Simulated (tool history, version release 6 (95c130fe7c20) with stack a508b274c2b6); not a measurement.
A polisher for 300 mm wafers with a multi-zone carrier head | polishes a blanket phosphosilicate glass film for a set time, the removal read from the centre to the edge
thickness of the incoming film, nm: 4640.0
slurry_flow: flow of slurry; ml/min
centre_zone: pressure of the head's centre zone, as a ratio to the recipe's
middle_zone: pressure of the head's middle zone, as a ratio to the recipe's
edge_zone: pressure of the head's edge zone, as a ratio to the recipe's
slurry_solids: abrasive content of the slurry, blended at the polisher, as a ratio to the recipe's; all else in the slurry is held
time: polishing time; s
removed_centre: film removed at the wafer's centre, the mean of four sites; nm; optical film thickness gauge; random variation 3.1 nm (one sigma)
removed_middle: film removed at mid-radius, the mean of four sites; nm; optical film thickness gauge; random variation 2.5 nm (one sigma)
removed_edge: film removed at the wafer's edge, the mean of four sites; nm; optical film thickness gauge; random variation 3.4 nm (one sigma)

| run | day | slurry_flow | centre_zone | middle_zone | edge_zone | slurry_solids | time | removed_centre | removed_middle | removed_edge |
|---|---|---|---|---|---|---|---|---|---|---|
| 1 | 0 | 165 | 1 | 1 | 1 | 1 | 32 | 223.83 | 222.75 | 221.23 |
| 2 | 0.05 | 165 | 1 | 1 | 1.06 | 1 | 32 | 226.2 | 219.14 | 228.23 |
| 3 | 0.408 | 165 | 1 | 1 | 1 | 1 | 32 | 223.3 | 220.42 | 222.31 |
| 4 | 0.675 | 170 | 0.99 | 1.02 | 1.01 | 1 | 32 | 226.11 | 224.65 | 219.73 |
| 5 | 1.017 | 170 | 0.99 | 1.02 | 1.01 | 0.9 | 32 | 210.97 | 216.46 | 213.6 |
| 6 | 1.129 | 170 | 0.99 | 1.02 | 1.01 | 0.75 | 32 | 184.75 | 191.64 | 184.76 |
| 7 | 1.279 | 175 | 0.98 | 1.04 | 1.02 | 0.8 | 32 | 197.95 | 203.16 | 195.7 |

The next listed run, before its measurement:
| 8 | 1.338 | 175 | 0.96 | 1.06 | 1.02 | 0.85 | 32 | ? | ? | ? |

Run 8 gave removed_centre 196.92 nm, removed_middle 213.67 nm, removed_edge 209.53 nm.
